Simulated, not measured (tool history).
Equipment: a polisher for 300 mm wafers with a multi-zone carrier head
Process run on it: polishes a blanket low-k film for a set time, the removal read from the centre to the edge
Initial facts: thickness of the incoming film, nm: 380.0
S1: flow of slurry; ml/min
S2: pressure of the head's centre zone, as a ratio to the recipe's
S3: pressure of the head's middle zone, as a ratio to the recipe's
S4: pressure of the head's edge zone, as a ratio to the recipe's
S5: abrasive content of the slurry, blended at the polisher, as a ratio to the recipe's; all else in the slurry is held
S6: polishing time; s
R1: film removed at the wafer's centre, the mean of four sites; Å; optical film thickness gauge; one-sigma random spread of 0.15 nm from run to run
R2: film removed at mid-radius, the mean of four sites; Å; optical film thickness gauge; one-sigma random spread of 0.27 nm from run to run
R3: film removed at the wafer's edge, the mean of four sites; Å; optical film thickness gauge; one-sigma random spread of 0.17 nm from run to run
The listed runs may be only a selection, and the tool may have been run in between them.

| run | day | S1 | S2 | S3 | S4 | S5 | S6 | R1 | R2 | R3 |
|---|---|---|---|---|---|---|---|---|---|---|
| 1 | 0 | 125 | 1 | 1 | 1 | 1 | 68 | 211.37 | 212.93 | 213.25 |
| 2 | 0.162 | 115 | 0.97 | 1.01 | 0.98 | 1 | 68 | 199.62 | 205.6 | 206.51 |
| 3 | 0.512 | 110 | 0.94 | 1.04 | 0.97 | 1 | 68 | 188.11 | 211.29 | 201.68 |
| 4 | 0.612 | 105 | 0.93 | 1.04 | 0.96 | 1 | 68 | 184.75 | 208.25 | 197.71 |
| 5 | 0.904 | 105 | 0.93 | 1.04 | 0.96 | 1 | 58 | 156.62 | 180.38 | 172.46 |
| 6 | 1.104 | 105 | 0.93 | 1.04 | 0.96 | 1 | 72 | 196.88 | 223.05 | 211.09 |

For run 7, what comes out?
| 7 | 1.479 | 100 | 0.91 | 1.03 | 0.94 | 1 | 72 | ? | ? | ? |

R1: 187.88 Å
R2: 214.02 Å
R3: 211.64 Å
